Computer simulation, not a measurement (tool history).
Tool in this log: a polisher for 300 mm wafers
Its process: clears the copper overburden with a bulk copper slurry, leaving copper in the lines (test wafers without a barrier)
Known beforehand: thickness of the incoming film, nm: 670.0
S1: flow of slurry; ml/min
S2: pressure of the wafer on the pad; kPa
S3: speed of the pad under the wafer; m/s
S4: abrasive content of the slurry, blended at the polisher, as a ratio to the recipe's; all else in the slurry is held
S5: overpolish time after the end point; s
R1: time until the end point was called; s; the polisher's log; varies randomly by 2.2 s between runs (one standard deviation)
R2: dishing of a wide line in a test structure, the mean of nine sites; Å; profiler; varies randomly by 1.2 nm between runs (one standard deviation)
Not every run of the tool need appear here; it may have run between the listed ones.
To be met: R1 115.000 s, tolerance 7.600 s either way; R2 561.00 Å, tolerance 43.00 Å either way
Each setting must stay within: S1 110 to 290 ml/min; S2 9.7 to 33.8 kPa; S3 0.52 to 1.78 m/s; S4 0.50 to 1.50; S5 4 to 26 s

Run 1, day 0.000: S1 185 ml/min, S2 21.4 kPa, S3 1.14 m/s, S4 1.00, S5 13 s. Result: R1 82.513 s, R2 704.60 Å.
Run 2, day 0.271: S1 185 ml/min, S2 21.4 kPa, S3 1.14 m/s, S4 1.10, S5 13 s. Result: R1 78.608 s, R2 711.62 Å.
Run 3, day 0.446: S1 140 ml/min, S2 21.4 kPa, S3 1.14 m/s, S4 1.10, S5 13 s. Result: R1 80.731 s, R2 696.77 Å.
Run 4, day 0.808: S1 140 ml/min, S2 21.4 kPa, S3 1.14 m/s, S4 1.10, S5 8 s. Result: R1 85.269 s, R2 466.95 Å.
Run 5, day 1.029: S1 140 ml/min, S2 26.2 kPa, S3 1.14 m/s, S4 1.10, S5 8 s. Result: R1 67.671 s, R2 593.57 Å.
Run 6, day 1.171: S1 140 ml/min, S2 23.4 kPa, S3 1.10 m/s, S4 1.10, S5 10 s. Result: R1 80.044 s, R2 595.98 Å.
Run 7, day 1.325: S1 140 ml/min, S2 22.1 kPa, S3 1.08 m/s, S4 1.10, S5 11 s. Result: R1 82.441 s, R2 610.54 Å.
Run 8, day 1.667: S1 140 ml/min, S2 20.7 kPa, S3 1.04 m/s, S4 1.10, S5 12 s. Result: R1 92.274 s, R2 575.86 Å.

Pick the move, out of 5, that brings all results within their allowed miss; only one does.
Run A, day 2.008: S1 140 ml/min, S2 20.0 kPa, S3 1.34 m/s, S4 1.15, S5 9 s. Result: R1 ?, R2 ?.
Run B, day 2.008: S1 155 ml/min, S2 23.4 kPa, S3 1.16 m/s, S4 1.05, S5 8 s. Result: R1 ?, R2 ?.
Run C, day 2.008: S1 120 ml/min, S2 21.4 kPa, S3 0.98 m/s, S4 1.15, S5 9 s. Result: R1 ?, R2 ?.
Run D, day 2.008: S1 125 ml/min, S2 27.6 kPa, S3 0.72 m/s, S4 1.15, S5 9 s. Result: R1 ?, R2 ?.
Run E, day 2.008: S1 185 ml/min, S2 15.9 kPa, S3 1.06 m/s, S4 1.00, S5 14 s. Result: R1 ?, R2 ?.

move       R1      R2
   A   72.240  553.34
   B   70.517  521.42
   C   93.623  454.02
   D   95.213  454.63
   E  109.390  551.96
A: moves away from the targets compared with the last run
B: moves away from the targets compared with the last run
C: nearer than the last run, and not there yet
D: nearer than the last run, and not there yet
E: each result inside its tolerance
Correct choice: E, which meets every target
